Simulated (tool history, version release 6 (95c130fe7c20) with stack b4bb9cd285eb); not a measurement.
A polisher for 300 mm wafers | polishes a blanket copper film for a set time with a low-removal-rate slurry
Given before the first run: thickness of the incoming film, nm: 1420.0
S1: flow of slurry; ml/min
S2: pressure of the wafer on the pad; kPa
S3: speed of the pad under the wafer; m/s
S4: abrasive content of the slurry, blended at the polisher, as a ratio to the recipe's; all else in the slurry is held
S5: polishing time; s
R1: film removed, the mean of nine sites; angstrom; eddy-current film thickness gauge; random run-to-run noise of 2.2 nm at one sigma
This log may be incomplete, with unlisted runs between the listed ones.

{"run": 1, "hour": 0.0, "S1": 185, "S2": 23.4, "S3": 0.9, "S4": 1, "S5": 55, "R1": 1981.5}
{"run": 2, "hour": 7.8, "S1": 185, "S2": 19.3, "S3": 0.9, "S4": 1, "S5": 55, "R1": 1638.7}
{"run": 3, "hour": 10.1, "S1": 155, "S2": 19.3, "S3": 0.9, "S4": 1, "S5": 55, "R1": 1603.3}
{"run": 4, "hour": 14.4, "S1": 155, "S2": 19.3, "S3": 0.9, "S4": 0.9, "S5": 55, "R1": 1584.3}
{"run": 5, "hour": 18.0, "S1": 190, "S2": 19.3, "S3": 0.9, "S4": 0.9, "S5": 55, "R1": 1619.2}
{"run": 6, "hour": 26.3, "S1": 195, "S2": 23.4, "S3": 0.9, "S4": 0.9, "S5": 55, "R1": 1981}
{"run": 7, "hour": 30.4, "S1": 205, "S2": 26.2, "S3": 0.9, "S4": 0.9, "S5": 55, "R1": 2190.1}
{"run": 8, "hour": 34.3, "S1": 210, "S2": 29, "S3": 0.92, "S4": 0.9, "S5": 55, "R1": 2517.4}
{"run": 9, "hour": 36.2, "S1": 215, "S2": 31, "S3": 0.92, "S4": 0.9, "S5": 55, "R1": 2694.2}
{"run": 10, "hour": 39.6, "S1": 215, "S2": 31, "S3": 0.92, "S4": 0.9, "S5": 55, "R1": 2676}

What does the tool deliver on the next run?
{"run": 11, "hour": 41.9, "S1": 225, "S2": 32.4, "S3": 0.94, "S4": 0.9, "S5": 55, "R1": "?"}

{"run 11": {"R1": 2855.2}}
